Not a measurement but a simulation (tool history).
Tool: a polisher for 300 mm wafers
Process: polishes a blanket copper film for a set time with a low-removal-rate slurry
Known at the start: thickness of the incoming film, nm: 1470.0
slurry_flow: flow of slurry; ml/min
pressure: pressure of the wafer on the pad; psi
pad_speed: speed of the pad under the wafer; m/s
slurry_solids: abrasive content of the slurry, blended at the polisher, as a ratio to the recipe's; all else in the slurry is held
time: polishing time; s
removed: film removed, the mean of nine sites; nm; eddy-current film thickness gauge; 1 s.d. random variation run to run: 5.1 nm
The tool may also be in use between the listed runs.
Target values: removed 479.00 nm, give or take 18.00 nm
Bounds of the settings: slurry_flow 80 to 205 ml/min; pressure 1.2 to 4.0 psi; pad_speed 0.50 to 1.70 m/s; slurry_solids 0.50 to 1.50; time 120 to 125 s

{"run": 1, "hour": 0.0, "slurry_flow": 135, "pressure": 2.6, "pad_speed": 1.1, "slurry_solids": 1.0, "time": 120, "removed": 367.49}
{"run": 2, "hour": 3.5, "slurry_flow": 135, "pressure": 2.7, "pad_speed": 1.1, "slurry_solids": 1.0, "time": 120, "removed": 387.24}
{"run": 3, "hour": 11.0, "slurry_flow": 135, "pressure": 2.7, "pad_speed": 1.34, "slurry_solids": 1.0, "time": 120, "removed": 460.91}
{"run": 4, "hour": 19.1, "slurry_flow": 120, "pressure": 2.7, "pad_speed": 1.34, "slurry_solids": 1.0, "time": 120, "removed": 443.97}
{"run": 5, "hour": 22.9, "slurry_flow": 100, "pressure": 2.7, "pad_speed": 1.34, "slurry_solids": 1.0, "time": 120, "removed": 429.47}
{"run": 6, "hour": 25.2, "slurry_flow": 100, "pressure": 2.7, "pad_speed": 1.14, "slurry_solids": 1.0, "time": 120, "removed": 383.18}
{"run": 7, "hour": 32.7, "slurry_flow": 100, "pressure": 2.8, "pad_speed": 1.14, "slurry_solids": 1.0, "time": 120, "removed": 388.28}
{"run": 8, "hour": 39.9, "slurry_flow": 105, "pressure": 2.8, "pad_speed": 1.14, "slurry_solids": 1.0, "time": 120, "removed": 391.59}

Which one of the following 5 next-run settings gets every result inside its allowed miss? There is exactly one.
{"run": "A", "hour": 47.1, "slurry_flow": 115, "pressure": 2.8, "pad_speed": 1.2, "slurry_solids": 1.05, "time": 124, "removed": "?"}
{"run": "B", "hour": 47.1, "slurry_flow": 85, "pressure": 3.1, "pad_speed": 1.26, "slurry_solids": 0.95, "time": 125, "removed": "?"}
{"run": "C", "hour": 47.1, "slurry_flow": 90, "pressure": 2.9, "pad_speed": 1.18, "slurry_solids": 0.95, "time": 125, "removed": "?"}
{"run": "D", "hour": 47.1, "slurry_flow": 100, "pressure": 2.9, "pad_speed": 1.26, "slurry_solids": 0.8, "time": 125, "removed": "?"}
{"run": "E", "hour": 47.1, "slurry_flow": 95, "pressure": 3.0, "pad_speed": 1.2, "slurry_solids": 0.95, "time": 124, "removed": "?"}

move=A removed=435.73
move=B removed=473.71
move=C removed=423.43
move=D removed=444.04
move=E removed=444.51
A: better than the last run, though not everything is in spec
B: every result lands within tolerance
C: better than the last run, though not everything is in spec
D: better than the last run, though not everything is in spec
E: better than the last run, though not everything is in spec
The right move is B.

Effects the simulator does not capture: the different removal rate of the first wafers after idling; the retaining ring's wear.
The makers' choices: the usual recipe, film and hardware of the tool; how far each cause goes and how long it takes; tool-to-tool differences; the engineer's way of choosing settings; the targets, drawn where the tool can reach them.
